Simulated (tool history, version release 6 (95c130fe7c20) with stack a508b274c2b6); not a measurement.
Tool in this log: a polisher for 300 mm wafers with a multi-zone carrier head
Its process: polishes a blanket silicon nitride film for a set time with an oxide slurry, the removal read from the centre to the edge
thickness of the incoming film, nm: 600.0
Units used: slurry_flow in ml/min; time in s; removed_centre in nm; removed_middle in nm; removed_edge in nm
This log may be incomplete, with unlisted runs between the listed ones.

run,hour,slurry_flow,centre_zone,middle_zone,edge_zone,slurry_solids,time,removed_centre,removed_middle,removed_edge
1,0,260,1,1,1,1,73,60.857,59.188,60.003
2,8.6,260,1,1.05,1,1,73,59.336,61.092,61.38
3,13.7,260,1,1.05,1,0.85,73,52.868,56.235,55.37
4,22.4,235,1,1.05,1,0.85,73,54.718,54.046,54.714
5,27.9,235,1,1.05,1,0.85,63,47.023,46.931,46.905
6,36.5,235,1.06,1.05,1,0.85,63,48.38,46.22,47.093
7,42.2,240,1.03,1.05,1.02,0.75,59,40.657,41.141,40.462
8,44.1,230,1.01,1.02,1.06,0.65,59,35.769,35.072,36.599
9,52.2,240,1,1.01,1.06,0.6,59,33.187,33.779,34.764
10,53.5,245,0.99,1,1.05,0.6,59,32.993,32.616,33.86
11,61.6,235,0.92,1,1.01,0.55,59,27.786,29.294,30.907
12,67.9,245,0.93,1,1.01,0.55,59,27.914,29.448,31.178

Run 13, settings as shown, results not yet in. Your forecast:
13,76.1,265,1,1.05,1.02,0.6,59,?,?,?

For run 13 the tool returned removed_centre 33.112 nm, removed_middle 33.987 nm, removed_edge 33.861 nm.

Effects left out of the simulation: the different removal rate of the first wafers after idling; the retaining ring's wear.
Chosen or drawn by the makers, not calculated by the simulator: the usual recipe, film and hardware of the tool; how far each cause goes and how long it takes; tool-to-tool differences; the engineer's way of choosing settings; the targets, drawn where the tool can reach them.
